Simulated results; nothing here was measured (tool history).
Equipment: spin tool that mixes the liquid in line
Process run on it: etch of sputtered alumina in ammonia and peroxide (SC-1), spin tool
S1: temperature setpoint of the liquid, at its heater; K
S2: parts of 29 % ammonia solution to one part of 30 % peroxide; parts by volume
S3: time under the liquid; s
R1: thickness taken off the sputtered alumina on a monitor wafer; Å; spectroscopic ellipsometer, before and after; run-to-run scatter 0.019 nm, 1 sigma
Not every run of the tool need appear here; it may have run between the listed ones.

run	hour	S1	S2	S3	R1
1	0.0	326.15	0.75	35	28.051
2	8.9	321.65	0.75	35	21.866
3	10.1	324.15	0.75	35	24.976
4	13.1	323.15	0.75	35	23.505
5	20.1	327.15	0.75	35	29.758
6	26.0	330.65	0.75	35	34.898
7	33.8	322.65	0.70	35	22.440

Run 8, settings as shown, results not yet in. Your forecast:
8	38.6	322.65	0.70	35	?

R1: 23.126 Å
